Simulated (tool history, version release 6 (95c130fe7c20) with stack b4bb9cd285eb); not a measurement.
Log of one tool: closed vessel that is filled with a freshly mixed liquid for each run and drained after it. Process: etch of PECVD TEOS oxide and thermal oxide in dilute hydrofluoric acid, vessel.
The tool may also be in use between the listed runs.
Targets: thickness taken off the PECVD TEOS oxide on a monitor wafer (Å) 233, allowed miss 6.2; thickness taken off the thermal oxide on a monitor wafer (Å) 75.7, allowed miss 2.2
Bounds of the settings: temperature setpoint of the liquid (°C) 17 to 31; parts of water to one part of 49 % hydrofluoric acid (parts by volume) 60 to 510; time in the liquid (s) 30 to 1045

run	hour	temperature setpoint of the liquid (°C)	parts of water to one part of 49 % hydrofluoric acid (parts by volume)	time in the liquid (s)	thickness taken off the PECVD TEOS oxide on a monitor wafer (Å)	thickness taken off the thermal oxide on a monitor wafer (Å)
1	0	23	285	535	217.56	70.956
2	8.4	23.5	285	535	221.84	72.154
3	12.6	23.5	195	535	353.55	115.98
4	21.4	22.5	205	535	323.2	104.44
5	27	21.5	210	535	300.01	97.026
6	29.5	21.5	210	695	389.51	126.21
7	34.8	17.5	305	695	211.79	69.084
8	37.9	18	305	695	217.66	70.298
9	46.5	18.5	305	695	221.59	71.556
10	52.1	19	305	695	224.14	73.446

4 next moves are on the table. One of them brings every result within its allowed miss. Which?
A	57.7	19.5	295	680	?	?
B	57.7	20	320	780	?	?
C	57.7	19	355	800	?	?
D	57.7	17.5	300	800	?	?

move	thickness taken off the PECVD TEOS oxide on a monitor wafer (Å)	thickness taken off the thermal oxide on a monitor wafer (Å)
A	233.48	76.56
B	246.35	80.781
C	213.49	70.006
D	249.45	81.799
A: meets every target
B: takes the result that was furthest off past its target
C: further off than the last run
D: takes the result that was furthest off past its target
Answer: A
